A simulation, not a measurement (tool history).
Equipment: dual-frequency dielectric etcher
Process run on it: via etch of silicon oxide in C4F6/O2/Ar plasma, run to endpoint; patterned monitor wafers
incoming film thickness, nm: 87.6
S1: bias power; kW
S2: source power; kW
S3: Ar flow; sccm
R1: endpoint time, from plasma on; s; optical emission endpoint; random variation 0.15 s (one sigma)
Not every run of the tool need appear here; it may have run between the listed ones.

run  hour     S1     S2   S3      R1
  1   0.0  0.532  0.290  311  22.147
  2   2.0  0.532  0.290  357  23.048
  3   2.5  0.469  0.290  357  23.334
  4   3.7  0.469  0.290  324  23.076
  5  10.9  0.469  0.290  291  22.943
  6  18.9  0.469  0.290  261  22.404
  7  24.8  0.496  0.300  258  21.871
  8  33.3  0.518  0.310  256  21.674
  9  40.6  0.541  0.320  250  20.946

Run 10 is up next; what results do you expect?
 10  42.9  0.553  0.320  248   ?

R1: 20.763 s

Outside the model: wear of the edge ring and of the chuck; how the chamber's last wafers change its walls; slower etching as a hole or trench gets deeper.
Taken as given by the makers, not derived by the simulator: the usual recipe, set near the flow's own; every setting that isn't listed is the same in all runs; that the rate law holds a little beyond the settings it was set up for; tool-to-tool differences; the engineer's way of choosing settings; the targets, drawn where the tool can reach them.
